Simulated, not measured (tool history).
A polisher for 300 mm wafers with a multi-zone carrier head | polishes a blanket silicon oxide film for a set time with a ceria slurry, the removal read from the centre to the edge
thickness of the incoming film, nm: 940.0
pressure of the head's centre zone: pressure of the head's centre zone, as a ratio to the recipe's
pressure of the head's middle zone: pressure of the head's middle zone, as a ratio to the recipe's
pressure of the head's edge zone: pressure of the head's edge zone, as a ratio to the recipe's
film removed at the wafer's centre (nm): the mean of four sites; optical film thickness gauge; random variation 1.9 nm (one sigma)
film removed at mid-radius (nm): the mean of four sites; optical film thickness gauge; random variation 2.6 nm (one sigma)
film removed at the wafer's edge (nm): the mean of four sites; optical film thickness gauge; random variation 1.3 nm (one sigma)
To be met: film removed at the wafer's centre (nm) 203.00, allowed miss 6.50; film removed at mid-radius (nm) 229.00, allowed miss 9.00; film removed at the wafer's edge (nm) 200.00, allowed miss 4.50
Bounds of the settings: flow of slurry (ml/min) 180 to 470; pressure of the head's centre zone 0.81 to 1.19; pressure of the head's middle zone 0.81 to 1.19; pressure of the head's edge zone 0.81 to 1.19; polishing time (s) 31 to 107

run  hour  flow of slurry (ml/min)  pressure of the head's centre zone  pressure of the head's middle zone  pressure of the head's edge zone  polishing time (s)  film removed at the wafer's centre (nm)  film removed at mid-radius (nm)  film removed at the wafer's edge (nm)
  1   0.0                      300                                1.00                                1.00                              1.00                  69                                   273.10                           275.27                                 277.35
  2   4.1                      300                                0.98                                1.02                              0.95                  64                                   246.43                           260.39                                 251.40
  3  12.2                      300                                0.98                                1.02                              0.95                  71                                   274.05                           294.89                                 281.23
  4  13.2                      300                                0.98                                1.02                              1.02                  71                                   277.68                           294.08                                 286.07
  5  14.5                      345                                0.98                                1.02                              1.02                  71                                   272.54                           294.50                                 287.24
  6  18.3                      345                                0.98                                1.08                              1.02                  71                                   276.97                           306.85                                 288.23
  7  22.3                      340                                0.98                                1.09                              0.97                  64                                   252.15                           279.17                                 255.19
  8  26.6                      340                                0.97                                1.09                              0.94                  60                                   234.21                           260.91                                 237.09
  9  33.9                      340                                0.97                                1.09                              0.94                  60                                   230.13                           258.29                                 238.58
 10  37.9                      335                                0.98                                1.11                              0.91                  57                                   221.23                           254.72                                 222.03
 11  40.4                      330                                0.98                                1.10                              0.88                  55                                   213.60                           242.39                                 212.36
 12  48.7                      330                                0.98                                1.09                              0.86                  54                                   209.72                           234.94                                 205.98
 13  57.3                      330                                0.97                                1.09                              0.85                  54                                   210.85                           235.26                                 208.77
 14  65.4                      320                                0.97                                1.09                              0.84                  54                                   206.45                           236.05                                 206.41

Which of these 4 next moves meets every target?
  A  73.5                      285                                0.92                                1.19                              0.81                  54                                        ?                                ?                                      ?
  B  73.5                      380                                1.00                                1.06                              0.91                  54                                        ?                                ?                                      ?
  C  73.5                      315                                0.98                                1.10                              0.85                  53                                        ?                                ?                                      ?
  D  73.5                      305                                0.98                                1.16                              0.81                  54                                        ?                                ?                                      ?

move  film removed at the wafer's centre (nm)  film removed at mid-radius (nm)  film removed at the wafer's edge (nm)
   A                                   191.11                           248.82                                 201.03
   B                                   213.54                           230.90                                 212.43
   C                                   201.91                           230.33                                 201.76
   D                                   205.12                           244.92                                 202.12
A: brings the result that was furthest off to its target, and leaves another outside
B: further off than the last run
C: meets every target
D: brings the result that was furthest off to its target, and leaves another outside
The right move is C.

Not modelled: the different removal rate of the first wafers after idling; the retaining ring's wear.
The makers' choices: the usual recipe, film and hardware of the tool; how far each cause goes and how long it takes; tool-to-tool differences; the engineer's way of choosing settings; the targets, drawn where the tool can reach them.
